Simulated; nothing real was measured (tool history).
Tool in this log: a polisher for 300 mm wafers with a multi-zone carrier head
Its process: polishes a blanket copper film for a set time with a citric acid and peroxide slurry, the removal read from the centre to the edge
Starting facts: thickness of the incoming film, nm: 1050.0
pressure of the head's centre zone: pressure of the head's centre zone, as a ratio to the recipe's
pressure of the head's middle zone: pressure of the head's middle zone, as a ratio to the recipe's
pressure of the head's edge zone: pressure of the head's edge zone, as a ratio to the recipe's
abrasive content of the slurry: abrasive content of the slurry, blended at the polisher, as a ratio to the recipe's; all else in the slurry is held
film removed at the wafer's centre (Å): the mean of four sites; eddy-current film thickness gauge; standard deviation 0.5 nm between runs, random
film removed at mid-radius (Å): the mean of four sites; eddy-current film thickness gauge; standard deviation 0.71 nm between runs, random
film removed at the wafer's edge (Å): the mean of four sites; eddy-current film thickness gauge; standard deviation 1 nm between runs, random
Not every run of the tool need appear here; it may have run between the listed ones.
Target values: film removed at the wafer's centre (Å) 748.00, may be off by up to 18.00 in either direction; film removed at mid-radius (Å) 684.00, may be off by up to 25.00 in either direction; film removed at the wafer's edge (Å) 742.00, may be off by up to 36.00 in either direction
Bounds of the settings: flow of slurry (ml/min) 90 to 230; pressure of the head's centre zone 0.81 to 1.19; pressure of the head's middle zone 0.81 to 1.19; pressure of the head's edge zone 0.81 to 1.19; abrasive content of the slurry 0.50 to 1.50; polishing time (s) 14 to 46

run	hour	flow of slurry (ml/min)	pressure of the head's centre zone	pressure of the head's middle zone	pressure of the head's edge zone	abrasive content of the slurry	polishing time (s)	film removed at the wafer's centre (Å)	film removed at mid-radius (Å)	film removed at the wafer's edge (Å)
1	0.0	150	1.00	1.00	1.00	1.00	30	557.68	567.72	572.31
2	1.9	150	1.00	0.95	1.00	1.00	30	556.99	541.83	567.47
3	10.4	165	1.00	0.95	1.00	1.00	30	574.18	557.53	579.11
4	11.7	175	1.03	0.96	1.05	1.15	30	612.87	583.07	613.87
5	14.5	175	0.99	0.96	1.05	1.15	30	582.12	578.86	607.85
6	19.0	180	1.03	0.97	1.09	1.25	30	627.84	585.72	634.58
7	21.9	185	1.04	0.99	1.11	1.35	31	657.02	641.05	681.00
8	22.9	185	1.04	0.99	1.11	1.35	31	667.05	637.70	672.85
9	27.0	195	1.05	0.99	1.13	1.40	31	682.95	645.64	673.87
10	30.6	190	1.06	0.99	1.14	1.45	32	706.02	670.27	708.23

4 next moves are on the table. One of them brings every result within its allowed miss. Which?
A	34.2	180	1.06	0.93	1.10	1.45	34	?	?	?
B	34.2	215	1.04	1.00	1.11	1.45	30	?	?	?
C	34.2	160	0.93	0.92	1.19	1.45	35	?	?	?
D	34.2	180	1.06	1.09	1.09	1.35	30	?	?	?

move	film removed at the wafer's centre (Å)	film removed at mid-radius (Å)	film removed at the wafer's edge (Å)
A	743.25	674.81	746.30
B	661.29	641.87	673.01
C	657.18	677.56	789.67
D	646.97	656.62	644.87
A: hits every target within its allowed miss
B: the biggest miss grows against the last run
C: the biggest miss grows against the last run
D: the biggest miss grows against the last run
The move that meets every target is A.
